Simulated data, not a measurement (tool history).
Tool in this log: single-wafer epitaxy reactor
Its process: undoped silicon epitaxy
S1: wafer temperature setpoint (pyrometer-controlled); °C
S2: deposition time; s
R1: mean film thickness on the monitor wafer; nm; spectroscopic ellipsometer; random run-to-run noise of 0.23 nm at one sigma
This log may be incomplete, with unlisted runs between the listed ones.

Run 1, day 0.000: S1 670 °C, S2 561 s. Result: R1 127.030 nm.
Run 2, day 0.267: S1 667 °C, S2 560 s. Result: R1 118.210 nm.
Run 3, day 0.542: S1 671 °C, S2 560 s. Result: R1 130.040 nm.
Run 4, day 0.638: S1 666 °C, S2 560 s. Result: R1 115.390 nm.
Run 5, day 0.962: S1 664 °C, S2 560 s. Result: R1 109.480 nm.
Run 6, day 1.017: S1 662 °C, S2 560 s. Result: R1 104.350 nm.
Run 7, day 1.283: S1 661 °C, S2 560 s. Result: R1 101.740 nm.
Run 8, day 1.471: S1 660 °C, S2 560 s. Result: R1 99.653 nm.
Run 9, day 1.633: S1 659 °C, S2 560 s. Result: R1 96.748 nm.
Run 10, day 1.879: S1 658 °C, S2 560 s. Result: R1 94.933 nm.
Run 11, day 2.200: S1 657 °C, S2 560 s. Result: R1 92.355 nm.
Run 12, day 2.442: S1 657 °C, S2 560 s. Result: R1 92.479 nm.

Run 13 comes next. What will it give?
Run 13, day 2.483: S1 654 °C, S2 560 s. Result: R1 ?.

{"run 13": {"R1": 85.55}}
